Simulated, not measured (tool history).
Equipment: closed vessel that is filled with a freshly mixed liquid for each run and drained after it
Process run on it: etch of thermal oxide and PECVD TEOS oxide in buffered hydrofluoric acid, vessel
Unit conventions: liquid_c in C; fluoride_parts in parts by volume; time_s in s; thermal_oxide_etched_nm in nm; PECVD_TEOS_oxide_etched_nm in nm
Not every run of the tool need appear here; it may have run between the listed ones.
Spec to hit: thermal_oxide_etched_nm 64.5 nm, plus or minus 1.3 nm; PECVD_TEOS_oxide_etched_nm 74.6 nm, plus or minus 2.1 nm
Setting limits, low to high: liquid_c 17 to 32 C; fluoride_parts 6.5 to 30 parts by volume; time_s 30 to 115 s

{"run": 1, "day": 0.0, "liquid_c": 25, "fluoride_parts": 19.5, "time_s": 60, "thermal_oxide_etched_nm": 38.628, "PECVD_TEOS_oxide_etched_nm": 45.354}
{"run": 2, "day": 0.354, "liquid_c": 25, "fluoride_parts": 14.5, "time_s": 60, "thermal_oxide_etched_nm": 51.883, "PECVD_TEOS_oxide_etched_nm": 60.892}
{"run": 3, "day": 0.575, "liquid_c": 25, "fluoride_parts": 19, "time_s": 60, "thermal_oxide_etched_nm": 39.648, "PECVD_TEOS_oxide_etched_nm": 45.846}
{"run": 4, "day": 0.612, "liquid_c": 26, "fluoride_parts": 18.5, "time_s": 60, "thermal_oxide_etched_nm": 43.471, "PECVD_TEOS_oxide_etched_nm": 50.358}
{"run": 5, "day": 0.867, "liquid_c": 28.5, "fluoride_parts": 18.5, "time_s": 60, "thermal_oxide_etched_nm": 48.992, "PECVD_TEOS_oxide_etched_nm": 57.803}
{"run": 6, "day": 1.075, "liquid_c": 29, "fluoride_parts": 18, "time_s": 60, "thermal_oxide_etched_nm": 52.627, "PECVD_TEOS_oxide_etched_nm": 60.066}
{"run": 7, "day": 1.296, "liquid_c": 29.5, "fluoride_parts": 18, "time_s": 60, "thermal_oxide_etched_nm": 53.724, "PECVD_TEOS_oxide_etched_nm": 60.993}
{"run": 8, "day": 1.592, "liquid_c": 30, "fluoride_parts": 17.5, "time_s": 60, "thermal_oxide_etched_nm": 56.006, "PECVD_TEOS_oxide_etched_nm": 65.266}
{"run": 9, "day": 1.729, "liquid_c": 30.5, "fluoride_parts": 17.5, "time_s": 60, "thermal_oxide_etched_nm": 58.598, "PECVD_TEOS_oxide_etched_nm": 66.601}
{"run": 10, "day": 2.017, "liquid_c": 31, "fluoride_parts": 17, "time_s": 60, "thermal_oxide_etched_nm": 60.497, "PECVD_TEOS_oxide_etched_nm": 70.477}
{"run": 11, "day": 2.046, "liquid_c": 32, "fluoride_parts": 16.5, "time_s": 60, "thermal_oxide_etched_nm": 66.332, "PECVD_TEOS_oxide_etched_nm": 77.505}

Next run, 4 choices. One meets every target within its allowed miss, the rest don't. Which?
{"run": "A", "day": 2.075, "liquid_c": 31.5, "fluoride_parts": 18.5, "time_s": 70, "thermal_oxide_etched_nm": "?", "PECVD_TEOS_oxide_etched_nm": "?"}
{"run": "B", "day": 2.075, "liquid_c": 29.5, "fluoride_parts": 20.5, "time_s": 85, "thermal_oxide_etched_nm": "?", "PECVD_TEOS_oxide_etched_nm": "?"}
{"run": "C", "day": 2.075, "liquid_c": 32, "fluoride_parts": 27, "time_s": 95, "thermal_oxide_etched_nm": "?", "PECVD_TEOS_oxide_etched_nm": "?"}
{"run": "D", "day": 2.075, "liquid_c": 29, "fluoride_parts": 14.5, "time_s": 60, "thermal_oxide_etched_nm": "?", "PECVD_TEOS_oxide_etched_nm": "?"}

move=A thermal_oxide_etched_nm=67.768 PECVD_TEOS_oxide_etched_nm=77.707
move=B thermal_oxide_etched_nm=67.466 PECVD_TEOS_oxide_etched_nm=77.36
move=C thermal_oxide_etched_nm=71.294 PECVD_TEOS_oxide_etched_nm=81.75
move=D thermal_oxide_etched_nm=64.687 PECVD_TEOS_oxide_etched_nm=74.174
A: misses by more than the last run did
B: misses by more than the last run did
C: misses by more than the last run did
D: every result within its allowed miss
So the answer is move D, the one that meets all the targets.
